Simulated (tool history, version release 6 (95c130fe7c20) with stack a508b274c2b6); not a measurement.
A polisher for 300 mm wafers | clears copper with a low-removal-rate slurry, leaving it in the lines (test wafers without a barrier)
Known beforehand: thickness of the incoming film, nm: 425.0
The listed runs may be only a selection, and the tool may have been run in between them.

run,hour,flow of slurry (ml/min),pressure of the wafer on the pad (psi),speed of the pad under the wafer (m/s),abrasive content of the slurry,overpolish time after the end point (s),time until the end point was called (s),dishing of a wide line in a test structure (angstrom)
1,0,315,3.8,1.4,1,24,69.36,850.21
2,2.4,275,3.8,1.4,1,24,71.146,791.61
3,4.1,250,3.2,1.46,1,19,80.25,626.16
4,8.8,230,2.7,1.48,1.05,15,93.801,425.41
5,17.7,230,2.7,1.48,0.85,15,98.616,429.46
6,25.1,230,2.7,1.48,0.65,15,107.78,389.7
7,32.1,240,2.1,1.74,0.5,7,127.48,170.23
8,34.1,240,2.7,1.62,0.6,9,99.253,264.6

Run 9 is up next; what results do you expect?
9,42.6,250,2.6,1.62,0.6,9,?,?

{"run 9": {"time until the end point was called (s)": 104.01, "dishing of a wide line in a test structure (angstrom)": 257.88}}
